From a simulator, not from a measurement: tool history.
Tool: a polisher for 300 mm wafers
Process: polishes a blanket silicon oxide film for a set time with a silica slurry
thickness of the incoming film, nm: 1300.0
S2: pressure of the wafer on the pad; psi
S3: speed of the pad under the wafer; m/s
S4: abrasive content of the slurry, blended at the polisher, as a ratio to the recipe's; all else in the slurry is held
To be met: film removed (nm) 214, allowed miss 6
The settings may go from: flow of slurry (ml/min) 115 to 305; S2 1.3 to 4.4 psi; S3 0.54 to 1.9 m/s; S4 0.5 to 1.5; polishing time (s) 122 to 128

Run 1, day 0: flow of slurry (ml/min) 195, S2 2.8 psi, S3 1.22 m/s, S4 1, polishing time (s) 122. Result: film removed (nm) 293.66.
Run 2, day 0.342: flow of slurry (ml/min) 195, S2 2.8 psi, S3 1.22 m/s, S4 1.2, polishing time (s) 122. Result: film removed (nm) 315.16.
Run 3, day 0.408: flow of slurry (ml/min) 195, S2 2.2 psi, S3 1.22 m/s, S4 1.2, polishing time (s) 122. Result: film removed (nm) 248.9.
Run 4, day 0.692: flow of slurry (ml/min) 190, S2 2.1 psi, S3 1.22 m/s, S4 1.2, polishing time (s) 122. Result: film removed (nm) 240.15.
Run 5, day 0.733: flow of slurry (ml/min) 190, S2 2.1 psi, S3 1.22 m/s, S4 1.2, polishing time (s) 122. Result: film removed (nm) 237.35.
Run 6, day 0.929: flow of slurry (ml/min) 180, S2 2 psi, S3 1.22 m/s, S4 1.2, polishing time (s) 122. Result: film removed (nm) 223.86.
Run 7, day 1.246: flow of slurry (ml/min) 175, S2 2 psi, S3 1.22 m/s, S4 1.2, polishing time (s) 122. Result: film removed (nm) 226.72.
Run 8, day 1.479: flow of slurry (ml/min) 170, S2 2 psi, S3 1.22 m/s, S4 1.2, polishing time (s) 122. Result: film removed (nm) 224.6.
Run 9, day 1.838: flow of slurry (ml/min) 165, S2 2 psi, S3 1.22 m/s, S4 1.2, polishing time (s) 122. Result: film removed (nm) 221.48.
Run 10, day 1.979: flow of slurry (ml/min) 160, S2 2 psi, S3 1.22 m/s, S4 1.2, polishing time (s) 122. Result: film removed (nm) 220.69.
Run 11, day 2.083: flow of slurry (ml/min) 160, S2 2 psi, S3 1.22 m/s, S4 1.2, polishing time (s) 122. Result: film removed (nm) 221.79.
Run 12, day 2.179: flow of slurry (ml/min) 145, S2 1.9 psi, S3 1.22 m/s, S4 1.2, polishing time (s) 122. Result: film removed (nm) 206.78.

4 next moves are on the table. One of them brings every result within its allowed miss. Which?
Run A, day 2.275: flow of slurry (ml/min) 120, S2 1.8 psi, S3 1.24 m/s, S4 1.45, polishing time (s) 128. Result: film removed (nm) ?.
Run B, day 2.275: flow of slurry (ml/min) 145, S2 2 psi, S3 1 m/s, S4 1.2, polishing time (s) 128. Result: film removed (nm) ?.
Run C, day 2.275: flow of slurry (ml/min) 195, S2 1.9 psi, S3 0.96 m/s, S4 1.25, polishing time (s) 128. Result: film removed (nm) ?.
Run D, day 2.275: flow of slurry (ml/min) 150, S2 1.8 psi, S3 1.22 m/s, S4 1.25, polishing time (s) 122. Result: film removed (nm) ?.

move  film removed (nm)
   A             216.14
   B             201.63
   C             197.68
   D             200.88
A: meets every target
B: further off than the last run
C: further off than the last run
D: further off than the last run
The right move is A.

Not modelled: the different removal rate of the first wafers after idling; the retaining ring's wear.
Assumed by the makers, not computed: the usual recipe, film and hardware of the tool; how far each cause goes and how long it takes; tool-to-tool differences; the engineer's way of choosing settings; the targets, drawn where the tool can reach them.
